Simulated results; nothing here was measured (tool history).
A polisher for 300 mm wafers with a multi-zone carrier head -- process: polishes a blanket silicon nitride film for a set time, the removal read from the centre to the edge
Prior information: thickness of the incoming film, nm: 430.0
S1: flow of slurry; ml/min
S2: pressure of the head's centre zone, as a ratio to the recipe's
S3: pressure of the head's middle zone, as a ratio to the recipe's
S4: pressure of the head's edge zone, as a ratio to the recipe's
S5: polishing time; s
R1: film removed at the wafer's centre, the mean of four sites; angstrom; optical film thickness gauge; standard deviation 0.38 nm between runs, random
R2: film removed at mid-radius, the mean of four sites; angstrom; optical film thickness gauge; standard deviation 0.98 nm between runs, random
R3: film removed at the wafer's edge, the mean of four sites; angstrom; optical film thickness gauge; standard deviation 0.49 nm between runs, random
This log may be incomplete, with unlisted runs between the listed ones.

run,hour,S1,S2,S3,S4,S5,R1,R2,R3
1,0,120,1,1,1,68,663.21,722.22,712.34
2,7.2,120,1,1.04,1,68,662.57,752.32,715.65
3,13.8,115,1,1.04,0.99,68,652.4,724.32,704.38
4,21.8,110,1,1.05,0.98,68,644.38,734.31,691.44
# hour 23.2: centre zone pressure recalibrated
5,23.2,110,0.95,1.05,0.98,68,681.47,726.94,694.68
6,27,105,0.96,1.05,0.98,68,666.4,713.69,683.35
7,34,80,0.94,1.06,0.99,68,594.6,649.13,648.49

Estimate the outcome of run 8 from the log above:
8,38.9,85,0.94,1.07,0.99,68,?,?,?

Run 8 measured R1 597.6 angstrom, R2 682.33 angstrom, R3 659.29 angstrom.
